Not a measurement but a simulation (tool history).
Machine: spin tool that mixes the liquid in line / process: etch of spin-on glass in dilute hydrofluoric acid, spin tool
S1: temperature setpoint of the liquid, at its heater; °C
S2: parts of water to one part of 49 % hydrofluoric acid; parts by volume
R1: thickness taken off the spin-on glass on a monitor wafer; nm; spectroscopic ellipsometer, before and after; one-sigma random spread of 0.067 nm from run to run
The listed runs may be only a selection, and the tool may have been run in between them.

run 1 hour=0.0 | S1=22 S2=170 time_under_the_liquid_(s)=50 | R1=8.2270
run 2 hour=5.6 | S1=23 S2=165 time_under_the_liquid_(s)=50 | R1=8.8067
run 3 hour=6.9 | S1=23 S2=140 time_under_the_liquid_(s)=50 | R1=10.8120
run 4 hour=8.9 | S1=24 S2=140 time_under_the_liquid_(s)=50 | R1=11.1170
run 5 hour=17.3 | S1=22 S2=140 time_under_the_liquid_(s)=50 | R1=10.2490
run 6 hour=21.1 | S1=22 S2=140 time_under_the_liquid_(s)=50 | R1=10.2360

Run 7, settings as shown, results not yet in. Your forecast:
run 7 hour=28.9 | S1=23 S2=140 time_under_the_liquid_(s)=50 | R1=?

Logged for run 7: R1 10.6620 nm.

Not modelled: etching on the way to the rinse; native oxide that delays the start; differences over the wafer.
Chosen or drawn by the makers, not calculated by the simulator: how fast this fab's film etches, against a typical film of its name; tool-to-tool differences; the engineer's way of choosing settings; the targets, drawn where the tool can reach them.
